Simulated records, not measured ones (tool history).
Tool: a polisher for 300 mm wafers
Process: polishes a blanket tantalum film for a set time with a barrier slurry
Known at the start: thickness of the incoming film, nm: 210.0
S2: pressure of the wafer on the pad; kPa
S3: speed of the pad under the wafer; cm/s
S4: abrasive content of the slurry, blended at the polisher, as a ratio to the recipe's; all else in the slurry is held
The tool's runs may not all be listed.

{"run": 1, "hour": 0.0, "flow of slurry (ml/min)": 295, "S2": 16.5, "S3": 114, "S4": 1.0, "polishing time (s)": 42, "film removed (nm)": 102.0}
{"run": 2, "hour": 3.3, "flow of slurry (ml/min)": 295, "S2": 15.2, "S3": 114, "S4": 1.0, "polishing time (s)": 42, "film removed (nm)": 91.138}
{"run": 3, "hour": 8.1, "flow of slurry (ml/min)": 295, "S2": 14.5, "S3": 114, "S4": 1.0, "polishing time (s)": 42, "film removed (nm)": 88.472}
{"run": 4, "hour": 13.5, "flow of slurry (ml/min)": 295, "S2": 13.8, "S3": 114, "S4": 1.0, "polishing time (s)": 42, "film removed (nm)": 83.344}
{"run": 5, "hour": 18.0, "flow of slurry (ml/min)": 295, "S2": 13.8, "S3": 102, "S4": 1.0, "polishing time (s)": 42, "film removed (nm)": 73.714}
{"run": 6, "hour": 19.5, "flow of slurry (ml/min)": 295, "S2": 13.1, "S3": 102, "S4": 1.0, "polishing time (s)": 42, "film removed (nm)": 71.349}
{"run": 7, "hour": 20.7, "flow of slurry (ml/min)": 295, "S2": 12.4, "S3": 102, "S4": 1.0, "polishing time (s)": 42, "film removed (nm)": 69.428}

Run 8 comes next. What will it give?
{"run": 8, "hour": 26.2, "flow of slurry (ml/min)": 295, "S2": 11.7, "S3": 102, "S4": 1.0, "polishing time (s)": 42, "film removed (nm)": "?"}

{"run 8": {"film removed (nm)": 64.622}}
